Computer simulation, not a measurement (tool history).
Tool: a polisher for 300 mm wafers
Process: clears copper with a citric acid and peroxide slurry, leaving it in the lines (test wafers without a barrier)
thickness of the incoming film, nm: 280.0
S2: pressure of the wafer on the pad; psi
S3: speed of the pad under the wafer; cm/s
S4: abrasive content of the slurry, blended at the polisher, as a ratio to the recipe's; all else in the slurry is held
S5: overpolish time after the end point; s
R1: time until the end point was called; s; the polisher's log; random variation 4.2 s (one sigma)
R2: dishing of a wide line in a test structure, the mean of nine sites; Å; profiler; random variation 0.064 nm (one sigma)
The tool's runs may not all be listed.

run 1 hour=0.0 | flow_of_slurry_(ml/min)=165 S2=2.3 S3=130 S4=1.00 S5=23 | R1=131.14 R2=348.470
run 2 hour=1.6 | flow_of_slurry_(ml/min)=165 S2=2.3 S3=130 S4=1.10 S5=23 | R1=124.17 R2=348.730
run 3 hour=3.4 | flow_of_slurry_(ml/min)=165 S2=2.3 S3=130 S4=1.10 S5=28 | R1=128.12 R2=407.800
run 4 hour=5.8 | flow_of_slurry_(ml/min)=140 S2=2.3 S3=130 S4=1.10 S5=28 | R1=132.04 R2=406.510
run 5 hour=14.2 | flow_of_slurry_(ml/min)=140 S2=2.3 S3=130 S4=1.10 S5=38 | R1=126.52 R2=503.040
run 6 hour=18.8 | flow_of_slurry_(ml/min)=140 S2=2.3 S3=130 S4=1.10 S5=31 | R1=132.68 R2=438.830
run 7 hour=21.1 | flow_of_slurry_(ml/min)=170 S2=2.0 S3=112 S4=0.95 S5=25 | R1=162.48 R2=300.580
run 8 hour=22.3 | flow_of_slurry_(ml/min)=170 S2=2.0 S3=112 S4=0.95 S5=25 | R1=167.45 R2=291.120
run 9 hour=29.7 | flow_of_slurry_(ml/min)=185 S2=1.7 S3=98 S4=0.85 S5=20 | R1=208.07 R2=198.290
run 10 hour=31.8 | flow_of_slurry_(ml/min)=165 S2=1.5 S3=88 S4=1.00 S5=17 | R1=252.20 R2=144.160
run 11 hour=37.7 | flow_of_slurry_(ml/min)=150 S2=1.4 S3=86 S4=1.15 S5=14 | R1=260.96 R2=117.930
run 12 hour=43.4 | flow_of_slurry_(ml/min)=135 S2=1.3 S3=84 S4=1.25 S5=12 | R1=285.05 R2=93.393
run 13 hour=51.0 | flow_of_slurry_(ml/min)=125 S2=1.2 S3=86 S4=1.30 S5=11 | R1=300.06 R2=82.815

The next listed run, before its measurement:
run 14 hour=57.3 | flow_of_slurry_(ml/min)=120 S2=1.1 S3=88 S4=1.35 S5=10 | R1=? R2=?

R1: 300.16 s
R2: 73.383 Å

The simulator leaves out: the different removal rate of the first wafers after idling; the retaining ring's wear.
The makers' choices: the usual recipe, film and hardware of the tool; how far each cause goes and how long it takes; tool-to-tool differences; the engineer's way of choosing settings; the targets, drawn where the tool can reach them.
